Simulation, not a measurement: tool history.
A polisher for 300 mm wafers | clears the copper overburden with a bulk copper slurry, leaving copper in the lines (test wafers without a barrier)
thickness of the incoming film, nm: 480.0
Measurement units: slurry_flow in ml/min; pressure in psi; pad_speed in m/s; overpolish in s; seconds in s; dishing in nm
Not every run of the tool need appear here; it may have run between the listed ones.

Run 1, hour 0.0: slurry_flow 315 ml/min, pressure 2.0 psi, pad_speed 0.92 m/s, slurry_solids 1.0, overpolish 11 s. Result: seconds 85.241 s, dishing 32.831 nm.
Run 2, hour 8.2: slurry_flow 355 ml/min, pressure 2.0 psi, pad_speed 0.92 m/s, slurry_solids 1.0, overpolish 11 s. Result: seconds 86.675 s, dishing 32.778 nm.
Run 3, hour 11.0: slurry_flow 360 ml/min, pressure 1.6 psi, pad_speed 0.84 m/s, slurry_solids 1.0, overpolish 13 s. Result: seconds 118.030 s, dishing 30.149 nm.
Run 4, hour 15.9: slurry_flow 360 ml/min, pressure 1.4 psi, pad_speed 0.80 m/s, slurry_solids 1.0, overpolish 14 s. Result: seconds 138.270 s, dishing 28.100 nm.
Run 5, hour 18.8: slurry_flow 360 ml/min, pressure 1.2 psi, pad_speed 0.78 m/s, slurry_solids 1.0, overpolish 15 s. Result: seconds 161.480 s, dishing 25.920 nm.
Run 6, hour 23.0: slurry_flow 330 ml/min, pressure 1.2 psi, pad_speed 0.78 m/s, slurry_solids 1.0, overpolish 15 s. Result: seconds 166.650 s, dishing 25.612 nm.
Run 7, hour 26.0: slurry_flow 305 ml/min, pressure 1.2 psi, pad_speed 0.78 m/s, slurry_solids 1.0, overpolish 16 s. Result: seconds 165.000 s, dishing 26.635 nm.
Run 8, hour 32.9: slurry_flow 310 ml/min, pressure 0.9 psi, pad_speed 0.74 m/s, slurry_solids 1.0, overpolish 19 s. Result: seconds 226.650 s, dishing 23.339 nm.
Run 9, hour 37.5: slurry_flow 315 ml/min, pressure 1.0 psi, pad_speed 0.74 m/s, slurry_solids 1.0, overpolish 19 s. Result: seconds 206.590 s, dishing 24.916 nm.
Run 10, hour 39.4: slurry_flow 320 ml/min, pressure 1.0 psi, pad_speed 0.74 m/s, slurry_solids 1.0, overpolish 19 s. Result: seconds 207.270 s, dishing 25.065 nm.
Run 11, hour 41.2: slurry_flow 325 ml/min, pressure 1.0 psi, pad_speed 0.74 m/s, slurry_solids 1.0, overpolish 19 s. Result: seconds 202.910 s, dishing 24.991 nm.
Run 12, hour 45.6: slurry_flow 330 ml/min, pressure 1.0 psi, pad_speed 0.74 m/s, slurry_solids 1.0, overpolish 20 s. Result: seconds 202.850 s, dishing 25.685 nm.
Run 13, hour 50.8: slurry_flow 335 ml/min, pressure 1.0 psi, pad_speed 0.74 m/s, slurry_solids 1.0, overpolish 20 s. Result: seconds 202.470 s, dishing 25.812 nm.
Run 14, hour 59.3: slurry_flow 340 ml/min, pressure 1.0 psi, pad_speed 0.74 m/s, slurry_solids 1.0, overpolish 20 s. Result: seconds 208.710 s, dishing 26.153 nm.

Run 15 is up next; what results do you expect?
Run 15, hour 65.3: slurry_flow 345 ml/min, pressure 1.0 psi, pad_speed 0.74 m/s, slurry_solids 1.0, overpolish 20 s. Result: seconds ?, dishing ?.

{"run 15": {"seconds": 207.46, "dishing": 26.052}}

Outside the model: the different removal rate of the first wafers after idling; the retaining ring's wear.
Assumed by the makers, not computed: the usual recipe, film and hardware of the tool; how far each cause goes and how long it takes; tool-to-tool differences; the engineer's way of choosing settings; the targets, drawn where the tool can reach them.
